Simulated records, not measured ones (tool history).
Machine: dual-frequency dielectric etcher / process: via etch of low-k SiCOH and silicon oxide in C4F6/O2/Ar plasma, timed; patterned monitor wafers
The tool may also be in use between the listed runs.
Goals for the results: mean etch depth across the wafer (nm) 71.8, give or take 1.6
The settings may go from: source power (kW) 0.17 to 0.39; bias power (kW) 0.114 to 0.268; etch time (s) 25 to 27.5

run,hour,source power (kW),bias power (kW),etch time (s),mean etch depth across the wafer (nm)
1,0,0.28,0.191,27.5,61.638
2,1.7,0.28,0.191,27.5,61.86
3,2.3,0.28,0.205,27.5,64.355
4,4.1,0.29,0.206,27.5,64.893
5,5.8,0.29,0.206,25,58.604
6,10.6,0.29,0.175,25,55.138
7,15.6,0.3,0.185,25,57.016
8,18.4,0.3,0.195,25,58.614
9,19.3,0.31,0.203,25,59.964
10,26.3,0.31,0.211,25,60.967
11,31.2,0.31,0.218,25,61.396

Which one of the following 5 next-run settings gets every result inside its allowed miss? There is exactly one.
A,36.1,0.33,0.214,27.5,?
B,36.1,0.32,0.246,27.5,?
C,36.1,0.33,0.25,25.5,?
D,36.1,0.34,0.238,26,?
E,36.1,0.35,0.233,25,?

move,mean etch depth across the wafer (nm)
A,69.097
B,72.419
C,68.301
D,68.937
E,66.36
A: an improvement on the last run, though not all results are within tolerance
B: each result inside its tolerance
C: an improvement on the last run, though not all results are within tolerance
D: an improvement on the last run, though not all results are within tolerance
E: an improvement on the last run, though not all results are within tolerance
The move that meets every target is B.
